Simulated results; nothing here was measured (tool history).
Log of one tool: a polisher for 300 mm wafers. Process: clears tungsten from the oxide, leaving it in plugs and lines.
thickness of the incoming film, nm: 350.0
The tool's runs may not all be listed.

run,hour,flow of slurry (ml/min),pressure of the wafer on the pad (kPa),speed of the pad under the wafer (m/s),abrasive content of the slurry,overpolish time after the end point (s),time until the end point was called (s)
1,0,235,20.7,0.92,1,48,108.09
2,1.8,235,24.8,0.92,1,48,89.233
3,10.3,235,24.8,0.92,1.15,48,88.429
4,11.9,235,26.9,0.92,1.15,48,82.171
# hour 15.8: slurry tank refilled with fresh slurry and peroxide
5,15.8,235,24.8,0.9,1.15,48,74.464
6,17.3,235,22.1,0.9,1.15,48,86.154
7,24.6,235,20.7,0.82,1.1,48,102.84

Expected results for the next run?
8,25.3,235,19.3,0.8,1.1,48,?

Run 8 yielded time until the end point was called (s) 108.89.

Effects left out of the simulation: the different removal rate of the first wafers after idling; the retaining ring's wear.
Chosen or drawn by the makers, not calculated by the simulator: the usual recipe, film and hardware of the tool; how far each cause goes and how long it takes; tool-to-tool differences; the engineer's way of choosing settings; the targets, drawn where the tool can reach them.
